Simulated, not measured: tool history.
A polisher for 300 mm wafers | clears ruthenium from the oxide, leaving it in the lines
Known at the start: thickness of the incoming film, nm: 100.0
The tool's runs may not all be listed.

run,hour,flow of slurry (ml/min),pressure of the wafer on the pad (kPa),speed of the pad under the wafer (cm/s),overpolish time after the end point (s),time until the end point was called (s)
1,0,205,17.9,80,20,91.54
2,7.4,205,20,82,20,79.689
3,12.2,205,21.4,82,20,76.479
4,17.2,205,21.4,82,21,78.974
5,18.9,205,21.4,82,20,77.711
6,20.5,205,22.8,84,20,69.596
7,28.7,205,23.4,84,20,69.682

Forecast run 8:
8,30.1,205,24.1,84,20,?

{"run 8": {"time until the end point was called (s)": 70.308}}

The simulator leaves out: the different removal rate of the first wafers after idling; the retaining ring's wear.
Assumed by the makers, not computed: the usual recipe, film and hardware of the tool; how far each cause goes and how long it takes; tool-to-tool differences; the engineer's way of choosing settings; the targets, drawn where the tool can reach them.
